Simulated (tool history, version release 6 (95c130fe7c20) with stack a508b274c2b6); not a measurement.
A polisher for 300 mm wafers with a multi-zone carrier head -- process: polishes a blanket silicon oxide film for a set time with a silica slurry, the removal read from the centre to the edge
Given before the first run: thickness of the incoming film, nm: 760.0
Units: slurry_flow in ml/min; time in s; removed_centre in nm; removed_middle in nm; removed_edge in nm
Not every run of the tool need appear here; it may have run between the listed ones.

run,hour,slurry_flow,centre_zone,middle_zone,edge_zone,slurry_solids,time,removed_centre,removed_middle,removed_edge
1,0.0,255,1.00,1.00,1.00,1.00,70,258.59,252.98,251.02
2,0.9,255,1.00,1.08,1.00,1.00,70,255.79,270.78,249.84
3,4.9,255,1.00,1.08,1.00,1.00,81,293.98,314.01,293.59
4,13.6,240,0.95,1.00,1.04,0.85,68,224.45,237.00,229.81
5,16.6,215,0.92,0.94,1.09,0.80,56,170.81,179.33,191.50
6,25.0,215,0.92,0.87,1.09,0.80,56,172.80,164.50,193.90

The next listed run, before its measurement:
7,32.5,210,0.90,0.86,1.08,0.70,52,?,?,?

{"run 7": {"removed_centre": 150.85, "removed_middle": 143.74, "removed_edge": 169.69}}

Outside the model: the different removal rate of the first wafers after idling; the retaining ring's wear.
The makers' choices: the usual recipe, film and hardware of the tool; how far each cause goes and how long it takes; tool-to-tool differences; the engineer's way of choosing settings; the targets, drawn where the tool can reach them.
